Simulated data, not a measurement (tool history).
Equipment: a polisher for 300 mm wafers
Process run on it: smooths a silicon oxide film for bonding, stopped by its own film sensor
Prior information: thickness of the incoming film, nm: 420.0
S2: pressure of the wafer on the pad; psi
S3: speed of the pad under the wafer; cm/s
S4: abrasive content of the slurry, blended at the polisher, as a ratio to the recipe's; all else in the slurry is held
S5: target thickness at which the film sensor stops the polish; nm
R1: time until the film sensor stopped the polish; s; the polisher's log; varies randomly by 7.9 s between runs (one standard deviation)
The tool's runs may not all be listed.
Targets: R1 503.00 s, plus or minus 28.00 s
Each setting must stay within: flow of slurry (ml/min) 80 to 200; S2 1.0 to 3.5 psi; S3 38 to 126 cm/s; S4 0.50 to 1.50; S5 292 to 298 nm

{"run": 1, "hour": 0.0, "flow of slurry (ml/min)": 130, "S2": 2.2, "S3": 82, "S4": 1.0, "S5": 298, "R1": 206.79}
{"run": 2, "hour": 1.5, "flow of slurry (ml/min)": 130, "S2": 2.6, "S3": 82, "S4": 1.0, "S5": 298, "R1": 182.38}
{"run": 3, "hour": 3.9, "flow of slurry (ml/min)": 130, "S2": 2.4, "S3": 76, "S4": 1.0, "S5": 298, "R1": 204.76}
{"run": 4, "hour": 7.5, "flow of slurry (ml/min)": 130, "S2": 2.4, "S3": 94, "S4": 1.0, "S5": 298, "R1": 181.63}
{"run": 5, "hour": 15.4, "flow of slurry (ml/min)": 130, "S2": 2.2, "S3": 88, "S4": 0.95, "S5": 297, "R1": 203.04}
{"run": 6, "hour": 16.6, "flow of slurry (ml/min)": 105, "S2": 2.2, "S3": 88, "S4": 0.95, "S5": 297, "R1": 211.31}
{"run": 7, "hour": 22.4, "flow of slurry (ml/min)": 105, "S2": 2.0, "S3": 82, "S4": 0.9, "S5": 296, "R1": 254.16}
{"run": 8, "hour": 24.9, "flow of slurry (ml/min)": 105, "S2": 1.9, "S3": 78, "S4": 0.9, "S5": 296, "R1": 270.88}

Of the 5 settings listed for the next run, only one would bring every result within its allowed miss of target. Which one?
{"run": "A", "hour": 27.4, "flow of slurry (ml/min)": 105, "S2": 1.4, "S3": 56, "S4": 0.75, "S5": 292, "R1": "?"}
{"run": "B", "hour": 27.4, "flow of slurry (ml/min)": 110, "S2": 3.2, "S3": 114, "S4": 1.05, "S5": 298, "R1": "?"}
{"run": "C", "hour": 27.4, "flow of slurry (ml/min)": 130, "S2": 1.7, "S3": 104, "S4": 1.3, "S5": 298, "R1": "?"}
{"run": "D", "hour": 27.4, "flow of slurry (ml/min)": 80, "S2": 1.6, "S3": 58, "S4": 0.9, "S5": 292, "R1": "?"}
{"run": "E", "hour": 27.4, "flow of slurry (ml/min)": 105, "S2": 1.5, "S3": 78, "S4": 0.85, "S5": 292, "R1": "?"}

move=A R1=496.63
move=B R1=118.92
move=C R1=203.92
move=D R1=422.61
move=E R1=357.14
A: every result lands within tolerance
B: lands further from the targets than the last run did
C: lands further from the targets than the last run did
D: gains on the last run, yet a result remains outside its allowed miss
E: gains on the last run, yet a result remains outside its allowed miss
Go with A: it meets all targets.
